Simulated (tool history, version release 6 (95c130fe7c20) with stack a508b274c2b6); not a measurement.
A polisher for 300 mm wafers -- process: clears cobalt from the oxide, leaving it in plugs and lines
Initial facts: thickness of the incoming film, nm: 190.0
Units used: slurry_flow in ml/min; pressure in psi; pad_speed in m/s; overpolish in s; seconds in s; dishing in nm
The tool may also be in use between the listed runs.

run 1 hour=0.0 | slurry_flow=285 pressure=2.1 pad_speed=0.92 overpolish=12 | seconds=43.525 dishing=35.809
run 2 hour=2.6 | slurry_flow=285 pressure=2.3 pad_speed=0.94 overpolish=12 | seconds=36.704 dishing=38.910
run 3 hour=6.4 | slurry_flow=285 pressure=2.4 pad_speed=0.94 overpolish=12 | seconds=35.703 dishing=38.926
run 4 hour=10.2 | slurry_flow=285 pressure=2.4 pad_speed=0.84 overpolish=12 | seconds=41.037 dishing=35.813
run 5 hour=12.9 | slurry_flow=285 pressure=2.1 pad_speed=0.84 overpolish=12 | seconds=44.489 dishing=35.213
run 6 hour=15.1 | slurry_flow=285 pressure=1.9 pad_speed=0.84 overpolish=12 | seconds=51.150 dishing=31.675

Run 7, settings as shown, results not yet in. Your forecast:
run 7 hour=16.9 | slurry_flow=285 pressure=2.1 pad_speed=0.86 overpolish=12 | seconds=? dishing=?

{"run 7": {"seconds": 44.829, "dishing": 35.171}}
